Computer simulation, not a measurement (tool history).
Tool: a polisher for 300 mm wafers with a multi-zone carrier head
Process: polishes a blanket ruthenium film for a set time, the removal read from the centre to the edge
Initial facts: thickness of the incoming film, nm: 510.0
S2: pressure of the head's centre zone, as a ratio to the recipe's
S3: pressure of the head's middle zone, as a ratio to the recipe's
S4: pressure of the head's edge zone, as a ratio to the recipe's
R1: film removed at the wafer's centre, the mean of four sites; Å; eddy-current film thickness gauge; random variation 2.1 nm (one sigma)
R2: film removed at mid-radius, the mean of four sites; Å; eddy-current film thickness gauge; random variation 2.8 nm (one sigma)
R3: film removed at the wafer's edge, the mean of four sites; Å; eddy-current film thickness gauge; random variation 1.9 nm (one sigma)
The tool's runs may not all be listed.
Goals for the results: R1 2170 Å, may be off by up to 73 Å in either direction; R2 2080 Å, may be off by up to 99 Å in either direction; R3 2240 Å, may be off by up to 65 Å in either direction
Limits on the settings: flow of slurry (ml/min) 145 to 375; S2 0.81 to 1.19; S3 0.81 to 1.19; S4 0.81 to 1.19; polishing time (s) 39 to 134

{"run": 1, "hour": 0.0, "flow of slurry (ml/min)": 240, "S2": 1, "S3": 1, "S4": 1, "polishing time (s)": 86, "R1": 1531.4, "R2": 1578.7, "R3": 1504.4}
{"run": 2, "hour": 8.6, "flow of slurry (ml/min)": 240, "S2": 1, "S3": 1, "S4": 1, "polishing time (s)": 73, "R1": 1305.8, "R2": 1333, "R3": 1286.5}
{"run": 3, "hour": 14.9, "flow of slurry (ml/min)": 245, "S2": 1, "S3": 0.99, "S4": 1.03, "polishing time (s)": 80, "R1": 1436.7, "R2": 1468.8, "R3": 1430.9}
{"run": 4, "hour": 18.2, "flow of slurry (ml/min)": 245, "S2": 1, "S3": 1.02, "S4": 1.03, "polishing time (s)": 80, "R1": 1429.6, "R2": 1452.1, "R3": 1440.1}
{"run": 5, "hour": 24.5, "flow of slurry (ml/min)": 250, "S2": 1.01, "S3": 1.02, "S4": 1.05, "polishing time (s)": 85, "R1": 1531.8, "R2": 1597.1, "R3": 1553.9}
{"run": 6, "hour": 30.6, "flow of slurry (ml/min)": 250, "S2": 0.94, "S3": 1.02, "S4": 1.05, "polishing time (s)": 85, "R1": 1423.6, "R2": 1563.8, "R3": 1532.2}
{"run": 7, "hour": 35.7, "flow of slurry (ml/min)": 255, "S2": 0.96, "S3": 1.01, "S4": 1.07, "polishing time (s)": 89, "R1": 1550.3, "R2": 1670.4, "R3": 1617.4}
{"run": 8, "hour": 37.8, "flow of slurry (ml/min)": 235, "S2": 0.97, "S3": 0.99, "S4": 1.09, "polishing time (s)": 93, "R1": 1625.5, "R2": 1690.2, "R3": 1698.3}

5 candidate next runs follow, results not yet known. Just one meets every target within its allowed miss. Identify it.
{"run": "A", "hour": 39.9, "flow of slurry (ml/min)": 205, "S2": 1.1, "S3": 0.81, "S4": 1.19, "polishing time (s)": 75, "R1": "?", "R2": "?", "R3": "?"}
{"run": "B", "hour": 39.9, "flow of slurry (ml/min)": 265, "S2": 0.95, "S3": 1.11, "S4": 0.94, "polishing time (s)": 112, "R1": "?", "R2": "?", "R3": "?"}
{"run": "C", "hour": 39.9, "flow of slurry (ml/min)": 300, "S2": 0.81, "S3": 1.18, "S4": 0.98, "polishing time (s)": 69, "R1": "?", "R2": "?", "R3": "?"}
{"run": "D", "hour": 39.9, "flow of slurry (ml/min)": 235, "S2": 1, "S3": 0.92, "S4": 1.08, "polishing time (s)": 122, "R1": "?", "R2": "?", "R3": "?"}
{"run": "E", "hour": 39.9, "flow of slurry (ml/min)": 200, "S2": 1.08, "S3": 0.95, "S4": 1.14, "polishing time (s)": 69, "R1": "?", "R2": "?", "R3": "?"}

move=A R1=1452.2 R2=1103.5 R3=1431.9
move=B R1=1956.7 R2=2211.4 R3=1936.6
move=C R1=1054.1 R2=1454.5 R3=1227
move=D R1=2201.3 R2=2027.9 R3=2240.1
move=E R1=1309.8 R2=1154.7 R3=1282.8
A: moves away from the targets compared with the last run
B: closer than the last run, but not yet in spec
C: moves away from the targets compared with the last run
D: in spec on every target
E: moves away from the targets compared with the last run
So the answer is move D, the one that meets all the targets.
